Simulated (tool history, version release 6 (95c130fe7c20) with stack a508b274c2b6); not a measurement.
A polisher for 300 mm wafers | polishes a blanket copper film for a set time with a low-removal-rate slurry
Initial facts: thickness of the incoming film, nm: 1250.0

run	hour	flow of slurry (ml/min)	pressure of the wafer on the pad (psi)	speed of the pad under the wafer (m/s)	abrasive content of the slurry	polishing time (s)	film removed (Å)
1	0	200	2.1	1.28	1	35	1040.6
2	5.3	200	1.9	1.2	1	35	894.51
3	9.8	200	1.7	1.14	1	35	783.63
4	10.6	200	1.6	1.08	1	35	698.59
5	13.8	200	1.5	1.04	1	35	648.98
6	21.2	200	1.5	1.18	1	35	696.75
7	21.8	200	1.4	1.14	1	35	648.16
8	22.7	200	1.3	1.1	1	35	580.99
9	30.9	200	1.2	1.08	1	35	539.62

Run 10 is up next; what results do you expect?
10	36.5	200	1.2	1.08	1	35	?

film removed (Å): 531.06
